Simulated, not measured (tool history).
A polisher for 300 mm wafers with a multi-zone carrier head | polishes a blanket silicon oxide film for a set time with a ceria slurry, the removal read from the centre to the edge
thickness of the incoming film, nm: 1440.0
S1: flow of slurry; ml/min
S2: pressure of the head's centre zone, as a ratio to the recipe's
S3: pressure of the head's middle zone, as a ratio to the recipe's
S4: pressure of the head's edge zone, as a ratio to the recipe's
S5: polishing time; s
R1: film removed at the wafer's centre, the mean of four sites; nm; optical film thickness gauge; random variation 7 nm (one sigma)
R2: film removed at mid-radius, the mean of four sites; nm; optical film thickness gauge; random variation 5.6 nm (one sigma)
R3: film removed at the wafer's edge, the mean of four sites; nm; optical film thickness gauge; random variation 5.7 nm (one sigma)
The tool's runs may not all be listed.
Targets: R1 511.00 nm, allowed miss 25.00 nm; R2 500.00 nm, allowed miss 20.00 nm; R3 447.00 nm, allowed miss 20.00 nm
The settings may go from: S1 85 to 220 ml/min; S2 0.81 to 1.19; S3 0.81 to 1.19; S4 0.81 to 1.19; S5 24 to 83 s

run    day   S1    S2    S3    S4  S5      R1      R2      R3
  1  0.000  140  1.00  1.00  1.00  53  327.51  331.23  328.58
  2  0.188  165  1.00  1.00  1.00  53  331.25  342.01  337.13
  3  0.442  165  1.00  1.00  0.92  53  335.85  338.60  323.61
  4  0.479  170  1.01  1.01  0.93  55  354.01  352.11  334.11
  5  0.683  170  1.02  1.02  0.94  57  366.83  377.39  346.44
  6  0.892  170  1.03  1.02  0.95  59  390.64  378.17  364.43
  7  0.938  175  1.04  1.03  0.95  60  392.06  402.88  364.15
  8  1.229  175  1.05  1.03  0.95  61  405.15  405.81  376.22
  9  1.546  175  1.05  1.03  0.95  61  406.64  409.04  378.11
 10  1.904  175  1.06  1.03  0.95  62  408.83  412.63  380.91
 11  2.175  175  1.07  1.03  0.95  63  435.91  420.46  388.06
 12  2.400  200  1.10  1.12  1.05  68  472.26  491.57  449.23

Which of these 5 next moves meets every target?
  A  2.625  195  1.04  1.16  1.02  65   ?   ?   ?
  B  2.625  195  1.00  1.16  1.03  71   ?   ?   ?
  C  2.625  165  1.17  1.13  1.02  71   ?   ?   ?
  D  2.625  220  1.02  1.13  0.97  68   ?   ?   ?
  E  2.625  205  0.91  1.13  0.97  70   ?   ?   ?

move      R1      R2      R3
   A  434.26  483.93  434.40
   B  458.75  528.69  476.76
   C  509.52  503.04  465.57
   D  455.16  503.38  449.29
   E  420.98  513.52  459.23
A: further off than the last run
B: further off than the last run
C: meets every target
D: further off than the last run
E: further off than the last run
The right move is C.

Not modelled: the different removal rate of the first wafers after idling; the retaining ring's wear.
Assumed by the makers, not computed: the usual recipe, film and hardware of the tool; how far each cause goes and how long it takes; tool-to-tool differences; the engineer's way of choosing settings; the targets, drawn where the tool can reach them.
